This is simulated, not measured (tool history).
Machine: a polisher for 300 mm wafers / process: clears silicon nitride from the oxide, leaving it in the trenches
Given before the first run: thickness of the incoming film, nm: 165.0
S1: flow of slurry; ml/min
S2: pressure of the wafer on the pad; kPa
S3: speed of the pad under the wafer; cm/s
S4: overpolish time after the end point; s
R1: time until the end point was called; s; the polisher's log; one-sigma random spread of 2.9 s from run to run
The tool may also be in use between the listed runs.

run 1 day=0 | S1=310 S2=22.1 S3=98 S4=4 | R1=178.81
run 2 day=0.271 | S1=310 S2=20.7 S3=98 S4=4 | R1=186.08
run 3 day=0.471 | S1=310 S2=19.3 S3=98 S4=4 | R1=195.89
run 4 day=0.6 | S1=310 S2=17.9 S3=98 S4=4 | R1=209.26
run 5 day=0.658 | S1=280 S2=17.9 S3=98 S4=4 | R1=211.42
run 6 day=0.721 | S1=280 S2=13.8 S3=98 S4=4 | R1=255.1

Run 7 is up next; what results do you expect?
run 7 day=0.888 | S1=280 S2=13.1 S3=98 S4=4 | R1=?

{"run 7": {"R1": 260.43}}
